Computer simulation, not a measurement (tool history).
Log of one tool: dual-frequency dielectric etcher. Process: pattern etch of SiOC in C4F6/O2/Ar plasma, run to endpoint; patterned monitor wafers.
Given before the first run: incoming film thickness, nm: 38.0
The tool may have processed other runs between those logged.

run	hour	bias power (kW)	source power (kW)	endpoint time (s)
1	0.0	0.418	0.420	12.356
2	3.0	0.418	0.480	11.436
3	4.1	0.375	0.450	12.493
4	11.2	0.375	0.510	11.570
5	13.2	0.338	0.480	12.431
6	14.6	0.338	0.450	12.765

The next listed run, before its measurement:
7	16.4	0.338	0.450	?

{"run 7": {"endpoint time (s)": 12.862}}
